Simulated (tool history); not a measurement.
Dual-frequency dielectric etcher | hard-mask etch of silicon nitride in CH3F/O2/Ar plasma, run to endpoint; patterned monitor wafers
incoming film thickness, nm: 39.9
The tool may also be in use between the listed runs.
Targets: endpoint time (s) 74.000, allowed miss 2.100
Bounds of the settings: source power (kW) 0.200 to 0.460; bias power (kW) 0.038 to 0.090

run,hour,source power (kW),bias power (kW),endpoint time (s)
1,0.0,0.330,0.064,65.003
2,5.4,0.310,0.062,69.008
3,12.7,0.300,0.062,69.579
4,17.1,0.300,0.070,65.594
5,25.7,0.300,0.080,63.075
6,33.2,0.260,0.080,68.943
7,37.7,0.250,0.080,69.604
8,42.1,0.240,0.080,70.737

Which of these 4 next moves meets every target?
A,46.5,0.230,0.079,?
B,46.5,0.270,0.072,?
C,46.5,0.250,0.084,?
D,46.5,0.230,0.090,?

move,endpoint time (s)
A,73.915
B,69.890
C,68.516
D,69.945
A: meets every target
B: further off than the last run
C: further off than the last run
D: further off than the last run
Move A is the one to make.
